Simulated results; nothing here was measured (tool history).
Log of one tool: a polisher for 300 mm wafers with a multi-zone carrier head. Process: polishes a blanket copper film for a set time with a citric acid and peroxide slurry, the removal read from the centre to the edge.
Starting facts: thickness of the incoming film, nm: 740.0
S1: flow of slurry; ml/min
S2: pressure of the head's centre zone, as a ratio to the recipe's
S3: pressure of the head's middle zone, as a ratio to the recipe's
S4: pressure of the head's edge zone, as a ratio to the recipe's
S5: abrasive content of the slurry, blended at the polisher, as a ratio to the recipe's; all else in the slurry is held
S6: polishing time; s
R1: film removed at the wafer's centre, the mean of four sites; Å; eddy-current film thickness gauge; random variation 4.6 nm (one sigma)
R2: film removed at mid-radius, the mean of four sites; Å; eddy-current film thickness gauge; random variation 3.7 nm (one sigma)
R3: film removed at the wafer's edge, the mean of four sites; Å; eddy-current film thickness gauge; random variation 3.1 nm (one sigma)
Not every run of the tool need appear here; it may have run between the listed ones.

run    day   S1    S2    S3    S4    S5  S6      R1      R2      R3
  1      0  170     1     1     1     1  85  3081.2    3159  3201.3
  2  0.271  170     1     1     1     1  64  2355.3  2393.4  2406.6
  3  0.329  170  0.97     1     1     1  64  2292.2  2351.5  2379.9
  4  0.367  185  1.02  1.04  1.03  1.15  66  2617.4  2581.9  2596.5
  5  0.608  190  1.03  1.07  1.02   1.2  70  2841.1    2921  2820.8
  6  0.804  200  1.05   1.1  1.03   1.3  71    2967  3143.5    2897
  7  0.879  205  1.07  1.11  1.05  1.35  72    3130  3161.9  2990.3
  8  0.925  210  1.08  1.13  1.06   1.4  73  3274.9    3352  3085.9

Run 9 has not been measured yet. What should we expect?
  9  1.221  215  1.08  1.14  1.08  1.45  74   ?   ?   ?

R1: 3277.1 Å
R2: 3416.8 Å
R3: 3129.6 Å
